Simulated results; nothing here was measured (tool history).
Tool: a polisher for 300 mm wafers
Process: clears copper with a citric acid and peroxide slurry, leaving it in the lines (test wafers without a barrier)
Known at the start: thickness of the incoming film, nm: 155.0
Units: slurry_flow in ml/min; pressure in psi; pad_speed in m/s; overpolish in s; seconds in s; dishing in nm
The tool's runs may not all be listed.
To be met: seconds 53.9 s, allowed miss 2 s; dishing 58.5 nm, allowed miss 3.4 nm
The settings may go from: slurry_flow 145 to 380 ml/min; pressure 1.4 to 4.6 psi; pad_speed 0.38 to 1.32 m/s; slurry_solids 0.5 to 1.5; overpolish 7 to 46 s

{"run": 1, "hour": 0.0, "slurry_flow": 245, "pressure": 3, "pad_speed": 0.84, "slurry_solids": 1, "overpolish": 24, "seconds": 69.01, "dishing": 33.122}
{"run": 2, "hour": 7.8, "slurry_flow": 225, "pressure": 3, "pad_speed": 0.84, "slurry_solids": 1, "overpolish": 24, "seconds": 70.072, "dishing": 31.742}
{"run": 3, "hour": 16.9, "slurry_flow": 225, "pressure": 3, "pad_speed": 0.84, "slurry_solids": 0.8, "overpolish": 24, "seconds": 73.458, "dishing": 31.534}
{"run": 4, "hour": 22.0, "slurry_flow": 225, "pressure": 3, "pad_speed": 0.84, "slurry_solids": 0.75, "overpolish": 24, "seconds": 74.323, "dishing": 30.906}
{"run": 5, "hour": 29.1, "slurry_flow": 260, "pressure": 3, "pad_speed": 0.84, "slurry_solids": 0.75, "overpolish": 24, "seconds": 72.03, "dishing": 31.392}
{"run": 6, "hour": 33.0, "slurry_flow": 260, "pressure": 3.3, "pad_speed": 0.84, "slurry_solids": 0.75, "overpolish": 24, "seconds": 66.192, "dishing": 34.095}
{"run": 7, "hour": 39.9, "slurry_flow": 260, "pressure": 3.5, "pad_speed": 0.84, "slurry_solids": 0.75, "overpolish": 27, "seconds": 63.187, "dishing": 39.965}
{"run": 8, "hour": 48.1, "slurry_flow": 260, "pressure": 3.6, "pad_speed": 0.84, "slurry_solids": 0.75, "overpolish": 29, "seconds": 61.972, "dishing": 41.157}
{"run": 9, "hour": 49.4, "slurry_flow": 265, "pressure": 3.7, "pad_speed": 0.84, "slurry_solids": 0.75, "overpolish": 31, "seconds": 61.336, "dishing": 46.308}
{"run": 10, "hour": 55.1, "slurry_flow": 270, "pressure": 3.8, "pad_speed": 0.84, "slurry_solids": 0.75, "overpolish": 32, "seconds": 59.555, "dishing": 48.084}
{"run": 11, "hour": 63.0, "slurry_flow": 275, "pressure": 3.9, "pad_speed": 0.84, "slurry_solids": 0.75, "overpolish": 33, "seconds": 57.748, "dishing": 48.711}

Which of these 5 next moves meets every target?
{"run": "A", "hour": 70.9, "slurry_flow": 295, "pressure": 3.9, "pad_speed": 0.94, "slurry_solids": 0.95, "overpolish": 43, "seconds": "?", "dishing": "?"}
{"run": "B", "hour": 70.9, "slurry_flow": 290, "pressure": 4.1, "pad_speed": 0.96, "slurry_solids": 0.75, "overpolish": 43, "seconds": "?", "dishing": "?"}
{"run": "C", "hour": 70.9, "slurry_flow": 265, "pressure": 4.3, "pad_speed": 0.9, "slurry_solids": 0.75, "overpolish": 45, "seconds": "?", "dishing": "?"}
{"run": "D", "hour": 70.9, "slurry_flow": 300, "pressure": 4.4, "pad_speed": 0.9, "slurry_solids": 0.75, "overpolish": 41, "seconds": "?", "dishing": "?"}
{"run": "E", "hour": 70.9, "slurry_flow": 285, "pressure": 3.8, "pad_speed": 0.92, "slurry_solids": 0.7, "overpolish": 38, "seconds": "?", "dishing": "?"}

move=A seconds=48.663 dishing=67.616
move=B seconds=48.074 dishing=68.424
move=C seconds=49.935 dishing=69.046
move=D seconds=48.046 dishing=66.728
move=E seconds=54.207 dishing=57.648
A: takes the result that was furthest off past its target
B: takes the result that was furthest off past its target
C: takes the result that was furthest off past its target
D: takes the result that was furthest off past its target
E: meets every target
Move E is the one to make.
